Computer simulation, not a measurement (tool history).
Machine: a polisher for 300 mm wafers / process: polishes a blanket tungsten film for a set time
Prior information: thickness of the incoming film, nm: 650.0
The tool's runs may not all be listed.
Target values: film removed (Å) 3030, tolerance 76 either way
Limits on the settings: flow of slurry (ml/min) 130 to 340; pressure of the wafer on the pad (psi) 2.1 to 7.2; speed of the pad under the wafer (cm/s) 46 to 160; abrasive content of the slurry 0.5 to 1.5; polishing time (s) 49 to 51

run  hour  flow of slurry (ml/min)  pressure of the wafer on the pad (psi)  speed of the pad under the wafer (cm/s)  abrasive content of the slurry  polishing time (s)  film removed (Å)
  1     0                      220                                     4.6                                      102                               1                  49            2489.5
  2   7.7                      220                                     4.6                                      102                               1                  51            2616.7
  3  10.7                      220                                     4.6                                      102                            1.15                  51            2739.9
  4  15.7                      220                                     4.6                                       90                            1.15                  51            2385.7
  5  23.1                      240                                     4.6                                       90                            1.15                  51            2448.6
  6  30.2                      240                                     4.6                                       90                            1.15                  51            2424.1
  7  33.6                      245                                     4.7                                       90                            1.15                  51            2475.6
  8  37.6                      245                                     4.8                                       90                            1.15                  51            2516.1

Pick the move, out of 5, that brings all results within their allowed miss; only one does.
  A  41.6                      255                                     4.6                                       80                             1.2                  49                 ?
  B  41.6                      155                                     4.1                                      104                               1                  49                 ?
  C  41.6                      305                                     6.5                                       82                             1.2                  51                 ?
  D  41.6                      235                                     4.4                                      108                            1.25                  51                 ?
  E  41.6                      250                                     4.9                                      114                            1.05                  49                 ?

move  film removed (Å)
   A            2141.9
   B              2228
   C            3247.1
   D            2864.7
   E            3087.2
A: the biggest miss grows against the last run
B: the biggest miss grows against the last run
C: pushes the last run's worst result past its target
D: nearer the targets than the last run, but a result is still out of spec
E: in spec on every target
Correct choice: E, which meets every target
